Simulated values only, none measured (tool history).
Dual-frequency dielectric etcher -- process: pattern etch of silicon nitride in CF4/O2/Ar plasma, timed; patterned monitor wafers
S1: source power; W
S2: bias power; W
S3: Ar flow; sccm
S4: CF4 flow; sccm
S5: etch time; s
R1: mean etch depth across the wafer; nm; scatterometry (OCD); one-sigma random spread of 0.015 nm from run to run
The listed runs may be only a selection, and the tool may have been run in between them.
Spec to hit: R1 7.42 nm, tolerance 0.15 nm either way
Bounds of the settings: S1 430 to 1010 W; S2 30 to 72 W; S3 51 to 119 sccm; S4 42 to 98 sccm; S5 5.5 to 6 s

run 1 hour=0 | S1=720 S2=51 S3=85 S4=70 S5=6 | R1=14.871
run 2 hour=1.2 | S1=720 S2=51 S3=85 S4=70 S5=5.5 | R1=13.65
run 3 hour=8.6 | S1=720 S2=51 S3=85 S4=70 S5=6 | R1=14.922
run 4 hour=12.3 | S1=630 S2=44 S3=96 S4=61 S5=6 | R1=11.692
run 5 hour=19.2 | S1=720 S2=44 S3=96 S4=61 S5=6 | R1=13.511
run 6 hour=21.1 | S1=720 S2=44 S3=96 S4=49 S5=6 | R1=13.08
run 7 hour=29.3 | S1=630 S2=40 S3=100 S4=47 S5=6 | R1=10.745
run 8 hour=31.2 | S1=490 S2=31 S3=103 S4=46 S5=6 | R1=7.1604

Below are 5 possible settings for the next run. Only one of them brings all results inside the allowed miss of their targets. Which is it?
run A hour=33.1 | S1=500 S2=30 S3=111 S4=62 S5=5.5 | R1=?
run B hour=33.1 | S1=500 S2=36 S3=101 S4=42 S5=5.5 | R1=?
run C hour=33.1 | S1=520 S2=31 S3=101 S4=46 S5=5.5 | R1=?
run D hour=33.1 | S1=490 S2=38 S3=102 S4=42 S5=5.5 | R1=?
run E hour=33.1 | S1=530 S2=31 S3=95 S4=52 S5=5.5 | R1=?

move=A R1=6.9101
move=B R1=7.0725
move=C R1=7.0289
move=D R1=7.0766
move=E R1=7.4206
A: moves away from the targets compared with the last run
B: moves away from the targets compared with the last run
C: moves away from the targets compared with the last run
D: moves away from the targets compared with the last run
E: every result within its allowed miss
Correct choice: E, which meets every target
